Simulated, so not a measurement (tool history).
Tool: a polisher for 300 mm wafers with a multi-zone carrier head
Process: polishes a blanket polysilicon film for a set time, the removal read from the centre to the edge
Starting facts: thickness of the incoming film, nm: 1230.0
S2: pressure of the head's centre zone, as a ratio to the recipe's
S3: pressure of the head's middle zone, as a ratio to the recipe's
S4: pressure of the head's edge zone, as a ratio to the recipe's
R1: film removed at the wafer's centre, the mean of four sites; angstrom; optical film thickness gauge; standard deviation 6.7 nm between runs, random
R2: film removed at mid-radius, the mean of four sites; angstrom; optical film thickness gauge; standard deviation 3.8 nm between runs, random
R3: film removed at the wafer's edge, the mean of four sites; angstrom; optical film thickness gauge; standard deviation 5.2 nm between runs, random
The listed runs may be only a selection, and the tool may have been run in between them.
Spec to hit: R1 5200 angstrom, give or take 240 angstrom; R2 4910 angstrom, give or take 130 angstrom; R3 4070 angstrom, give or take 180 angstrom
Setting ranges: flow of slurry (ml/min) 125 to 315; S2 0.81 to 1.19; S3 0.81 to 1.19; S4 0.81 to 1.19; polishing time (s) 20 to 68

Run 1, hour 0: flow of slurry (ml/min) 205, S2 1, S3 1, S4 1, polishing time (s) 44. Result: R1 3775.3 angstrom, R2 3840.5 angstrom, R3 3778.4 angstrom.
Run 2, hour 3.8: flow of slurry (ml/min) 205, S2 1, S3 1, S4 0.92, polishing time (s) 44. Result: R1 3789.9 angstrom, R2 3812.6 angstrom, R3 3609.5 angstrom.
Run 3, hour 9: flow of slurry (ml/min) 205, S2 1, S3 1, S4 0.92, polishing time (s) 39. Result: R1 3445.4 angstrom, R2 3411.1 angstrom, R3 3240.4 angstrom.
Run 4, hour 11.3: flow of slurry (ml/min) 205, S2 0.93, S3 1, S4 0.92, polishing time (s) 39. Result: R1 3189.4 angstrom, R2 3390.6 angstrom, R3 3175 angstrom.
Run 5, hour 19.7: flow of slurry (ml/min) 205, S2 0.93, S3 1, S4 0.92, polishing time (s) 46. Result: R1 3642.1 angstrom, R2 3984 angstrom, R3 3772.1 angstrom.
Run 6, hour 24.5: flow of slurry (ml/min) 205, S2 0.93, S3 1, S4 0.92, polishing time (s) 38. Result: R1 3095.9 angstrom, R2 3322.6 angstrom, R3 3203.7 angstrom.
Run 7, hour 28.2: flow of slurry (ml/min) 220, S2 1, S3 1.04, S4 0.94, polishing time (s) 41. Result: R1 3644.4 angstrom, R2 3710.7 angstrom, R3 3432 angstrom.
Run 8, hour 30.6: flow of slurry (ml/min) 230, S2 1.04, S3 1.08, S4 0.95, polishing time (s) 43. Result: R1 3925.8 angstrom, R2 4054.8 angstrom, R3 3597.3 angstrom.

Pick the move, out of 5, that brings all results within their allowed miss; only one does.
Run A, hour 33: flow of slurry (ml/min) 140, S2 1.07, S3 1.19, S4 0.86, polishing time (s) 54. Result: R1 ?, R2 ?, R3 ?.
Run B, hour 33: flow of slurry (ml/min) 270, S2 1.13, S3 1.08, S4 0.86, polishing time (s) 51. Result: R1 ?, R2 ?, R3 ?.
Run C, hour 33: flow of slurry (ml/min) 265, S2 1.07, S3 1, S4 1.07, polishing time (s) 50. Result: R1 ?, R2 ?, R3 ?.
Run D, hour 33: flow of slurry (ml/min) 185, S2 1, S3 1.13, S4 0.91, polishing time (s) 55. Result: R1 ?, R2 ?, R3 ?.
Run E, hour 33: flow of slurry (ml/min) 235, S2 1.17, S3 1.19, S4 0.88, polishing time (s) 51. Result: R1 ?, R2 ?, R3 ?.

move      R1      R2      R3
   A  4744.4  5102.4  4041.2
   B  5188.1  4824.9  4066.8
   C  4810.4  4425.2    4420
   D  4733.3    5179  4352.9
   E  5284.7  5163.6  4058.3
A: pushes the last run's worst result past its target
B: in spec on every target
C: closes in on the targets versus the last run, not all within tolerance yet
D: pushes the last run's worst result past its target
E: pushes the last run's worst result past its target
So the answer is move B, the one that meets all the targets.

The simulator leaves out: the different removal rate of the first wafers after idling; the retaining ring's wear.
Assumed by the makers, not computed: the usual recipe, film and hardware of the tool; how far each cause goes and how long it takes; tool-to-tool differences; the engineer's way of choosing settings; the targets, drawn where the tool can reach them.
